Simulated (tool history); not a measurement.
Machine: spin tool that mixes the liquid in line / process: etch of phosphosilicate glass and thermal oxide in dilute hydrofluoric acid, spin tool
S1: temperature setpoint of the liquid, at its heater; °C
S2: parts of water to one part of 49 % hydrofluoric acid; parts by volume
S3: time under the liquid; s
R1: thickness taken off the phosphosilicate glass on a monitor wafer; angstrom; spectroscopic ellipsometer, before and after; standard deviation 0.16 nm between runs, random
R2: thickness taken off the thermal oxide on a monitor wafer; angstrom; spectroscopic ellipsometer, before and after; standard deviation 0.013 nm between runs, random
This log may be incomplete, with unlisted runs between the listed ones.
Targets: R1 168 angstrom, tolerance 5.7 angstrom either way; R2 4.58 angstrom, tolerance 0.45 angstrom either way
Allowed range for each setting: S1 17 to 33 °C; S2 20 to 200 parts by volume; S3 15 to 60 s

Run 1, day 0: S1 25 °C, S2 110 parts by volume, S3 30 s. Result: R1 513.04 angstrom, R2 13.71 angstrom.
Run 2, day 0.3: S1 25 °C, S2 95 parts by volume, S3 30 s. Result: R1 607.92 angstrom, R2 16.486 angstrom.
Run 3, day 0.571: S1 22.5 °C, S2 125 parts by volume, S3 30 s. Result: R1 398.66 angstrom, R2 10.983 angstrom.
Run 4, day 0.883: S1 22.5 °C, S2 125 parts by volume, S3 25 s. Result: R1 331.62 angstrom, R2 8.7491 angstrom.
Run 5, day 1.017: S1 22.5 °C, S2 90 parts by volume, S3 25 s. Result: R1 483.45 angstrom, R2 13.653 angstrom.
Run 6, day 1.196: S1 20 °C, S2 90 parts by volume, S3 25 s. Result: R1 435.94 angstrom, R2 12.305 angstrom.
Run 7, day 1.329: S1 19 °C, S2 115 parts by volume, S3 25 s. Result: R1 315.62 angstrom, R2 8.6084 angstrom.
Run 8, day 1.558: S1 17.5 °C, S2 160 parts by volume, S3 25 s. Result: R1 205.12 angstrom, R2 5.6088 angstrom.
Run 9, day 1.633: S1 17.5 °C, S2 165 parts by volume, S3 25 s. Result: R1 203.45 angstrom, R2 5.6213 angstrom.
Run 10, day 1.854: S1 17.5 °C, S2 170 parts by volume, S3 25 s. Result: R1 193.26 angstrom, R2 5.4235 angstrom.
Run 11, day 1.896: S1 17.5 °C, S2 175 parts by volume, S3 25 s. Result: R1 186.84 angstrom, R2 4.7813 angstrom.
Run 12, day 2.158: S1 17.5 °C, S2 175 parts by volume, S3 25 s. Result: R1 188.6 angstrom, R2 5.0364 angstrom.
Run 13, day 2.488: S1 17.5 °C, S2 180 parts by volume, S3 25 s. Result: R1 179.81 angstrom, R2 5.0633 angstrom.

Which of these 4 next moves meets every target?
Run A, day 2.817: S1 17.5 °C, S2 200 parts by volume, S3 30 s. Result: R1 ?, R2 ?.
Run B, day 2.817: S1 17.5 °C, S2 175 parts by volume, S3 25 s. Result: R1 ?, R2 ?.
Run C, day 2.817: S1 18.5 °C, S2 195 parts by volume, S3 25 s. Result: R1 ?, R2 ?.
Run D, day 2.817: S1 17 °C, S2 135 parts by volume, S3 20 s. Result: R1 ?, R2 ?.

move      R1      R2
   A  189.52  5.1951
   B  184.78  5.0652
   C  169.31   4.641
   D  195.19  5.3504
A: its largest miss is bigger than the last run's
B: its largest miss is bigger than the last run's
C: every result lands within tolerance
D: its largest miss is bigger than the last run's
C is the move that brings every result within its allowed miss.
